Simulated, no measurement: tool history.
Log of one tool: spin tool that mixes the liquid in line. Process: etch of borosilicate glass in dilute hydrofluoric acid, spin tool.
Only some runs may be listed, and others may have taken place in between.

run	hour	temperature setpoint of the liquid (°C)	parts of water to one part of 49 % hydrofluoric acid (parts by volume)	time under the liquid (s)	thickness taken off the borosilicate glass on a monitor wafer (Å)
1	0	25	160	15	48.787
2	5.3	25	205	15	36.407
3	14.2	25	205	15	36.325
4	16.5	26.5	170	15	47.918
5	18.1	23	170	15	41.983
6	20.9	23	220	15	30.836
7	25.5	25	180	15	42.899
8	28.4	26.5	150	15	56.82

What does the tool deliver on the next run?
9	29	27.5	125	15	?

{"run 9": {"thickness taken off the borosilicate glass on a monitor wafer (Å)": 71.739}}

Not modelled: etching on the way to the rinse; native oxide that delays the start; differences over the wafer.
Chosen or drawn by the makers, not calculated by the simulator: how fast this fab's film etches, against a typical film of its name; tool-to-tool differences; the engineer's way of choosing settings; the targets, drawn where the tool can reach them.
